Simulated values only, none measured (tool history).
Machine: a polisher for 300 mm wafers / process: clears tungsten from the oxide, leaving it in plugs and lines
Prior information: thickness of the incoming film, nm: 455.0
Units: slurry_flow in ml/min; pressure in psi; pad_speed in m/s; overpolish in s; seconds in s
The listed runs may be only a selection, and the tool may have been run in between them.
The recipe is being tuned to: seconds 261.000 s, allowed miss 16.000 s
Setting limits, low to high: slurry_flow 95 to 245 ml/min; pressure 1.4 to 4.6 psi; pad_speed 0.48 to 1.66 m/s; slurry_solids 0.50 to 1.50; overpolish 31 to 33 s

Run 1, hour 0.0: slurry_flow 155 ml/min, pressure 3.0 psi, pad_speed 1.06 m/s, slurry_solids 1.00, overpolish 31 s. Result: seconds 111.470 s.
Run 2, hour 2.6: slurry_flow 155 ml/min, pressure 3.0 psi, pad_speed 1.24 m/s, slurry_solids 1.00, overpolish 31 s. Result: seconds 95.105 s.
Run 3, hour 4.3: slurry_flow 155 ml/min, pressure 3.4 psi, pad_speed 1.24 m/s, slurry_solids 1.00, overpolish 31 s. Result: seconds 85.474 s.
Run 4, hour 11.1: slurry_flow 155 ml/min, pressure 3.8 psi, pad_speed 1.24 m/s, slurry_solids 1.00, overpolish 31 s. Result: seconds 75.245 s.
Run 5, hour 12.5: slurry_flow 150 ml/min, pressure 3.2 psi, pad_speed 1.08 m/s, slurry_solids 0.95, overpolish 31 s. Result: seconds 108.140 s.
Run 6, hour 15.6: slurry_flow 185 ml/min, pressure 3.2 psi, pad_speed 1.08 m/s, slurry_solids 0.95, overpolish 31 s. Result: seconds 101.900 s.
Run 7, hour 20.5: slurry_flow 180 ml/min, pressure 2.7 psi, pad_speed 0.96 m/s, slurry_solids 0.95, overpolish 31 s. Result: seconds 135.880 s.
Run 8, hour 26.4: slurry_flow 180 ml/min, pressure 2.4 psi, pad_speed 0.90 m/s, slurry_solids 0.95, overpolish 31 s. Result: seconds 156.000 s.
Run 9, hour 34.5: slurry_flow 180 ml/min, pressure 2.1 psi, pad_speed 0.84 m/s, slurry_solids 0.95, overpolish 31 s. Result: seconds 200.690 s.
Run 10, hour 41.7: slurry_flow 180 ml/min, pressure 2.1 psi, pad_speed 0.84 m/s, slurry_solids 0.95, overpolish 31 s. Result: seconds 196.940 s.
Run 11, hour 45.7: slurry_flow 180 ml/min, pressure 1.4 psi, pad_speed 0.78 m/s, slurry_solids 0.95, overpolish 31 s. Result: seconds 313.790 s.
Run 12, hour 50.9: slurry_flow 180 ml/min, pressure 1.8 psi, pad_speed 0.80 m/s, slurry_solids 0.95, overpolish 31 s. Result: seconds 239.690 s.
Run 13, hour 52.0: slurry_flow 175 ml/min, pressure 1.8 psi, pad_speed 0.80 m/s, slurry_solids 0.95, overpolish 31 s. Result: seconds 236.760 s.
Run 14, hour 56.6: slurry_flow 175 ml/min, pressure 1.5 psi, pad_speed 0.78 m/s, slurry_solids 0.95, overpolish 31 s. Result: seconds 289.010 s.
Run 15, hour 65.2: slurry_flow 180 ml/min, pressure 1.5 psi, pad_speed 0.78 m/s, slurry_solids 0.95, overpolish 31 s. Result: seconds 283.460 s.

Exercise: of the 5 proposed moves below, exactly one satisfies all targets within the stated allowed misses. Which move is it?
Run A, hour 73.8: slurry_flow 165 ml/min, pressure 1.8 psi, pad_speed 0.84 m/s, slurry_solids 1.00, overpolish 33 s. Result: seconds ?.
Run B, hour 73.8: slurry_flow 200 ml/min, pressure 2.3 psi, pad_speed 0.68 m/s, slurry_solids 0.90, overpolish 31 s. Result: seconds ?.
Run C, hour 73.8: slurry_flow 165 ml/min, pressure 1.7 psi, pad_speed 0.68 m/s, slurry_solids 0.70, overpolish 31 s. Result: seconds ?.
Run D, hour 73.8: slurry_flow 245 ml/min, pressure 1.4 psi, pad_speed 0.84 m/s, slurry_solids 1.20, overpolish 33 s. Result: seconds ?.
Run E, hour 73.8: slurry_flow 180 ml/min, pressure 1.9 psi, pad_speed 0.76 m/s, slurry_solids 1.10, overpolish 33 s. Result: seconds ?.

move  seconds
   A  225.620
   B  219.110
   C  325.880
   D  256.600
   E  226.120
A: moves the result that the last run missed by most past its target, out the other side
B: moves the result that the last run missed by most past its target, out the other side
C: further off than the last run
D: all results in spec
E: moves the result that the last run missed by most past its target, out the other side
D is the move that brings every result within its allowed miss.
